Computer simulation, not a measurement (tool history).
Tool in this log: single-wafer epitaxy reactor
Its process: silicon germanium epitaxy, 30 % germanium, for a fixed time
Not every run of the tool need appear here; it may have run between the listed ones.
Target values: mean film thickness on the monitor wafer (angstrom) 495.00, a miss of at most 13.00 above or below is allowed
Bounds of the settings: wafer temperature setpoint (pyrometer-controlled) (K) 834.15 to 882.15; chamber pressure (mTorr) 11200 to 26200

run,hour,wafer temperature setpoint (pyrometer-controlled) (K),chamber pressure (mTorr),mean film thickness on the monitor wafer (angstrom)
1,0.0,858.15,18700,431.05
2,8.6,858.15,21100,446.39
3,14.3,848.15,21100,363.46
4,19.6,841.15,21100,311.42
5,26.3,834.15,21100,266.72
6,35.2,834.15,17800,254.44
7,43.2,834.15,17800,254.23
8,51.1,837.15,17900,270.74
9,55.6,840.15,18000,289.92
10,56.2,840.15,18000,289.43
11,61.4,842.15,18100,304.32
12,66.8,844.15,18200,316.82
13,71.6,846.15,18300,331.85
14,73.4,848.15,18400,345.79
15,74.8,850.15,18500,362.52
16,77.5,862.15,19000,471.33
17,79.5,863.15,19000,478.35

Pick the move, out of 4, that brings all results within their allowed miss; only one does.
A,81.5,863.15,20800,?
B,81.5,861.15,19800,?
C,81.5,863.15,17200,?
D,81.5,858.15,19700,?

move,mean film thickness on the monitor wafer (angstrom)
A,495.68
B,468.25
C,466.61
D,439.42
A: every result lands within tolerance
B: lands further from the targets than the last run did
C: lands further from the targets than the last run did
D: lands further from the targets than the last run did
The right move is A.
